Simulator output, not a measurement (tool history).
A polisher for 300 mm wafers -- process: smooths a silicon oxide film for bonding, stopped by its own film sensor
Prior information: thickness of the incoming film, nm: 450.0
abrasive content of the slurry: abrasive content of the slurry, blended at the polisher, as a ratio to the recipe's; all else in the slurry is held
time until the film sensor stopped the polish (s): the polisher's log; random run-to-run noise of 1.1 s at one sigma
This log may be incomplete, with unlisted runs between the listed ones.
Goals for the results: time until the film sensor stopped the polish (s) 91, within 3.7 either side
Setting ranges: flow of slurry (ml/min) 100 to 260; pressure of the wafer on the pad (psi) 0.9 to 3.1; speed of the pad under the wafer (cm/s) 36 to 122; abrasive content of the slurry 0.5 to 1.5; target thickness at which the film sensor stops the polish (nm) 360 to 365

| run | day | flow of slurry (ml/min) | pressure of the wafer on the pad (psi) | speed of the pad under the wafer (cm/s) | abrasive content of the slurry | target thickness at which the film sensor stops the polish (nm) | time until the film sensor stopped the polish (s) |
|---|---|---|---|---|---|---|---|
| 1 | 0 | 165 | 2 | 78 | 1 | 365 | 136.08 |
| 2 | 0.35 | 170 | 2.2 | 78 | 1 | 365 | 120.78 |
| 3 | 0.517 | 175 | 2.3 | 78 | 1 | 365 | 120.15 |
| 4 | 0.808 | 175 | 2.1 | 78 | 1 | 365 | 125.23 |
| 5 | 1.15 | 160 | 2.1 | 78 | 1 | 365 | 131.4 |
| 6 | 1.258 | 160 | 2.1 | 90 | 1 | 365 | 113.2 |
| 7 | 1.367 | 165 | 2.2 | 90 | 1 | 365 | 106.98 |
| 8 | 1.446 | 170 | 2.3 | 90 | 1 | 365 | 104.7 |
| 9 | 1.504 | 175 | 2.4 | 90 | 1 | 365 | 99.766 |
| 10 | 1.667 | 175 | 2.5 | 90 | 1 | 365 | 95.767 |

Which single option among these 4 for the next run brings every result within its allowed miss of target? Just one does.
| A | 1.829 | 180 | 2.5 | 94 | 0.95 | 360 | ? |
| B | 1.829 | 190 | 2.6 | 82 | 1 | 364 | ? |
| C | 1.829 | 180 | 2.5 | 98 | 1.05 | 363 | ? |
| D | 1.829 | 145 | 2.4 | 92 | 1 | 361 | ? |

| move | time until the film sensor stopped the polish (s) |
|---|---|
| A | 99.859 |
| B | 99.315 |
| C | 89.381 |
| D | 106.27 |
A: misses by more than the last run did
B: misses by more than the last run did
C: each result inside its tolerance
D: misses by more than the last run did
The move that meets every target is C.
